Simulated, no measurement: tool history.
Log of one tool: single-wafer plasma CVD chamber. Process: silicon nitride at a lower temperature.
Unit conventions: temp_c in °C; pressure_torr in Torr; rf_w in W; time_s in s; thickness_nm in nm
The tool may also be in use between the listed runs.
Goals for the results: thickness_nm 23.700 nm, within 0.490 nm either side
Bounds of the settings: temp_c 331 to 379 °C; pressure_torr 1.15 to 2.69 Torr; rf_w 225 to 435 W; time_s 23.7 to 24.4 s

run,day,temp_c,pressure_torr,rf_w,time_s,thickness_nm
1,0.000,355,1.92,330,23.7,33.340
2,0.046,355,1.92,355,23.7,35.471
3,0.158,365,1.92,355,23.7,35.315
4,0.321,365,1.92,355,24.4,36.323
5,0.658,366,1.70,315,24.2,31.387
6,0.704,366,1.70,285,24.2,28.608
7,1.071,366,1.57,275,24.2,26.935
8,1.171,366,1.46,270,24.2,25.882
9,1.517,366,1.38,270,24.2,25.321
10,1.879,366,1.32,270,24.2,24.917
11,2.250,366,1.27,270,24.2,24.631
12,2.329,366,1.24,270,24.2,24.321
13,2.562,366,1.22,270,24.2,24.275

Which of these 5 next moves meets every target?
A,2.796,374,1.18,285,23.7,?
B,2.796,368,1.29,270,24.1,?
C,2.796,366,1.17,275,24.4,?
D,2.796,355,1.62,245,23.7,?
E,2.796,369,1.17,285,24.0,?

move,thickness_nm
A,24.883
B,24.789
C,24.724
D,23.822
E,25.168
A: lands further from the targets than the last run did
B: lands further from the targets than the last run did
C: lands further from the targets than the last run did
D: each result inside its tolerance
E: lands further from the targets than the last run did
Go with D: it meets all targets.
